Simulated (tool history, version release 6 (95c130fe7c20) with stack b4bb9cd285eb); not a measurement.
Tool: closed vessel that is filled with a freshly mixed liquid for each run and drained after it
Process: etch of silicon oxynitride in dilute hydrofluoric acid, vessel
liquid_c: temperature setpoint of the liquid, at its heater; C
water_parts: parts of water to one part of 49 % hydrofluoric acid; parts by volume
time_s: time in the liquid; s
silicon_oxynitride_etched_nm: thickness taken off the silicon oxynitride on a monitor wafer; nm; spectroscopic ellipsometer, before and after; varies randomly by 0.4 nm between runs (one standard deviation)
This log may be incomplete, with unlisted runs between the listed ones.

{"run": 1, "hour": 0.0, "liquid_c": 23, "water_parts": 135, "time_s": 2695, "silicon_oxynitride_etched_nm": 23.787}
{"run": 2, "hour": 8.0, "liquid_c": 23, "water_parts": 95, "time_s": 2695, "silicon_oxynitride_etched_nm": 34.933}
{"run": 3, "hour": 10.7, "liquid_c": 25.5, "water_parts": 90, "time_s": 2695, "silicon_oxynitride_etched_nm": 41.525}
{"run": 4, "hour": 17.8, "liquid_c": 25.5, "water_parts": 90, "time_s": 2695, "silicon_oxynitride_etched_nm": 41.56}
{"run": 5, "hour": 24.2, "liquid_c": 27, "water_parts": 85, "time_s": 2695, "silicon_oxynitride_etched_nm": 47.393}
{"run": 6, "hour": 27.5, "liquid_c": 27, "water_parts": 85, "time_s": 2695, "silicon_oxynitride_etched_nm": 47.532}
{"run": 7, "hour": 35.9, "liquid_c": 28, "water_parts": 85, "time_s": 2695, "silicon_oxynitride_etched_nm": 49.743}
{"run": 8, "hour": 40.2, "liquid_c": 29, "water_parts": 85, "time_s": 2695, "silicon_oxynitride_etched_nm": 52.702}
{"run": 9, "hour": 46.9, "liquid_c": 29.5, "water_parts": 85, "time_s": 2695, "silicon_oxynitride_etched_nm": 53.24}
{"run": 10, "hour": 56.8, "liquid_c": 30, "water_parts": 85, "time_s": 2695, "silicon_oxynitride_etched_nm": 54.434}
{"run": 11, "hour": 65.8, "liquid_c": 31, "water_parts": 75, "time_s": 2695, "silicon_oxynitride_etched_nm": 64.66}
{"run": 12, "hour": 70.9, "liquid_c": 30.5, "water_parts": 75, "time_s": 2695, "silicon_oxynitride_etched_nm": 64.255}

Run 13, settings as shown, results not yet in. Your forecast:
{"run": 13, "hour": 76.8, "liquid_c": 30, "water_parts": 75, "time_s": 2695, "silicon_oxynitride_etched_nm": "?"}

silicon_oxynitride_etched_nm: 62.653 nm

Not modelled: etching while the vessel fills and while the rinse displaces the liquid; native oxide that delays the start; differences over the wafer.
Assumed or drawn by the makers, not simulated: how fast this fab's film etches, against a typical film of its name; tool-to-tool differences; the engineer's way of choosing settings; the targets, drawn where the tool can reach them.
